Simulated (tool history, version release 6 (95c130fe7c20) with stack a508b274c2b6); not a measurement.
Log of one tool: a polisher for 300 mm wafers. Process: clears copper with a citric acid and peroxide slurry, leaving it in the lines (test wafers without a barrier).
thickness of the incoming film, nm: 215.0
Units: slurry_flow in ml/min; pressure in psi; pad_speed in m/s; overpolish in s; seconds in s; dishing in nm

run	hour	slurry_flow	pressure	pad_speed	slurry_solids	overpolish	seconds	dishing
1	0.0	235	2.4	0.86	1.00	12	151.44	13.2490
2	2.5	235	2.4	0.86	1.00	16	152.99	16.9240
3	3.1	235	2.4	0.78	1.00	16	168.65	15.4060
4	9.2	235	2.4	0.78	1.00	11	172.40	10.9770
5	11.0	230	2.6	0.82	0.95	9	151.08	10.1260
6	17.9	210	2.9	0.84	0.85	8	134.92	9.8788
7	26.0	195	3.1	0.86	0.75	7	125.81	9.3259
8	32.3	180	3.2	0.88	0.70	6	129.01	8.3792

Run 9 comes next. What will it give?
9	32.9	170	3.3	0.92	0.65	6	?	?

seconds: 120.02 s
dishing: 8.4007 nm

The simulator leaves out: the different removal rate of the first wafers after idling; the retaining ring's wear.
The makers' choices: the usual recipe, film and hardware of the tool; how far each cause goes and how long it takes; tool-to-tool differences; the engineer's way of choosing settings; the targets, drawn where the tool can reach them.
